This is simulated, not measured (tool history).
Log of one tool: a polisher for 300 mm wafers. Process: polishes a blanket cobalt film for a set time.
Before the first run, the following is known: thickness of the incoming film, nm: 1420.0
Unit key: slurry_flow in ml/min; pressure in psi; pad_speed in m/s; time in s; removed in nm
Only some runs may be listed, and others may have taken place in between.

Run 1, hour 0: slurry_flow 195 ml/min, pressure 2 psi, pad_speed 1 m/s, time 77 s. Result: removed 438.08 nm.
Run 2, hour 1: slurry_flow 195 ml/min, pressure 1.9 psi, pad_speed 1 m/s, time 77 s. Result: removed 417.05 nm.
Run 3, hour 2.4: slurry_flow 150 ml/min, pressure 1.9 psi, pad_speed 1 m/s, time 77 s. Result: removed 407.57 nm.
Run 4, hour 6.9: slurry_flow 150 ml/min, pressure 1.8 psi, pad_speed 1 m/s, time 77 s. Result: removed 380.48 nm.
Run 5, hour 12.7: slurry_flow 150 ml/min, pressure 1.8 psi, pad_speed 1.16 m/s, time 77 s. Result: removed 431.23 nm.
Run 6, hour 15.3: slurry_flow 150 ml/min, pressure 1.8 psi, pad_speed 1.16 m/s, time 77 s. Result: removed 421.32 nm.
Run 7, hour 19.9: slurry_flow 150 ml/min, pressure 1.7 psi, pad_speed 1.16 m/s, time 77 s. Result: removed 415.94 nm.

For run 8, what comes out?
Run 8, hour 26: slurry_flow 150 ml/min, pressure 1.6 psi, pad_speed 1.16 m/s, time 77 s. Result: removed ?.

{"run 8": {"removed": 398.79}}
